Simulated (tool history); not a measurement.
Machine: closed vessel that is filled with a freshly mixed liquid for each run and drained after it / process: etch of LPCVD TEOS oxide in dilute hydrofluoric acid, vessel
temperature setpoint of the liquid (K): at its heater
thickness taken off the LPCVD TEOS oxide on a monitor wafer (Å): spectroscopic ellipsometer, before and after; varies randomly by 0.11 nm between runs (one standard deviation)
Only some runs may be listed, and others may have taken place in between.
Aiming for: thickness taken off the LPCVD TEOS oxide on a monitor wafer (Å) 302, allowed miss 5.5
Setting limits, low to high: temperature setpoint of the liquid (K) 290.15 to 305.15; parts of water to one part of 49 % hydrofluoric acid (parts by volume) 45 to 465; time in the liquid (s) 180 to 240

run    day  temperature setpoint of the liquid (K)  parts of water to one part of 49 % hydrofluoric acid (parts by volume)  time in the liquid (s)  thickness taken off the LPCVD TEOS oxide on a monitor wafer (Å)
  1      0                                  297.15                                                                     255                     240                                                           227.46
  2  0.062                                  299.65                                                                     255                     240                                                           249.99
  3  0.379                                  298.15                                                                     255                     240                                                           235.89
  4  0.558                                  298.15                                                                     255                     240                                                           235.53
  5  0.838                                  300.15                                                                     255                     240                                                           253.11
  6  1.092                                  301.65                                                                     255                     240                                                           266.71
  7  1.446                                  302.65                                                                     255                     240                                                           275.32
  8  1.733                                  303.65                                                                     255                     240                                                            282.8
  9      2                                  304.15                                                                     255                     240                                                           288.11
 10  2.096                                  304.65                                                                     255                     240                                                           294.21

Exactly one of the 4 candidate moves below puts every result within its allowed miss. Which one?
  A  2.192                                  305.15                                                                     220                     200                                                                ?
  B  2.192                                  303.15                                                                     245                     230                                                                ?
  C  2.192                                  304.15                                                                     240                     240                                                                ?
  D  2.192                                  304.65                                                                     260                     240                                                                ?

move  thickness taken off the LPCVD TEOS oxide on a monitor wafer (Å)
   A                                                           304.21
   B                                                           285.15
   C                                                           315.89
   D                                                           289.46
A: in spec on every target
B: misses by more than the last run did
C: moves the result that the last run missed by most past its target, out the other side
D: misses by more than the last run did
Correct choice: A, which meets every target

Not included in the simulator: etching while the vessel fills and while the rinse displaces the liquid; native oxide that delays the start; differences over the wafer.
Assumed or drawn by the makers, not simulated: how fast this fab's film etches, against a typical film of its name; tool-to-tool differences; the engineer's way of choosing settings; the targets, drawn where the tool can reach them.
